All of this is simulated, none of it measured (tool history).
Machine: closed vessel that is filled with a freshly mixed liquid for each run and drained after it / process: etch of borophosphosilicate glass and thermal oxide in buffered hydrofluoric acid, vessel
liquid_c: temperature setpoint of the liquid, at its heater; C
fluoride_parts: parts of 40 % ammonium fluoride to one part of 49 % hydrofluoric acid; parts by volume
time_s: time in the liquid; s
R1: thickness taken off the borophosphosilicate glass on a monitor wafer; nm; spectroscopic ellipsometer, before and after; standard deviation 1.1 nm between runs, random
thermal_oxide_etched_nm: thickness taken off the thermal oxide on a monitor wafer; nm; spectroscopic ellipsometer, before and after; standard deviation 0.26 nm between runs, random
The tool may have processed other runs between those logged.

Run 1, hour 0: liquid_c 24 C, fluoride_parts 10 parts by volume, time_s 60 s. Result: R1 171.65 nm, thermal_oxide_etched_nm 63.278 nm.
Run 2, hour 7.6: liquid_c 24 C, fluoride_parts 11 parts by volume, time_s 60 s. Result: R1 156.4 nm, thermal_oxide_etched_nm 57.379 nm.
Run 3, hour 8.9: liquid_c 24 C, fluoride_parts 12.5 parts by volume, time_s 60 s. Result: R1 137.75 nm, thermal_oxide_etched_nm 50.588 nm.
Run 4, hour 13.5: liquid_c 24 C, fluoride_parts 12.5 parts by volume, time_s 75 s. Result: R1 173.07 nm, thermal_oxide_etched_nm 63.339 nm.
Run 5, hour 16.5: liquid_c 24 C, fluoride_parts 13.5 parts by volume, time_s 75 s. Result: R1 158.05 nm, thermal_oxide_etched_nm 58.768 nm.
Run 6, hour 18.6: liquid_c 24 C, fluoride_parts 14.5 parts by volume, time_s 75 s. Result: R1 150.11 nm, thermal_oxide_etched_nm 54.821 nm.

What does the tool deliver on the next run?
Run 7, hour 23.7: liquid_c 25.5 C, fluoride_parts 14.5 parts by volume, time_s 75 s. Result: R1 ?, thermal_oxide_etched_nm ?.

Run 7 yielded R1 160.83 nm, thermal_oxide_etched_nm 59.223 nm.

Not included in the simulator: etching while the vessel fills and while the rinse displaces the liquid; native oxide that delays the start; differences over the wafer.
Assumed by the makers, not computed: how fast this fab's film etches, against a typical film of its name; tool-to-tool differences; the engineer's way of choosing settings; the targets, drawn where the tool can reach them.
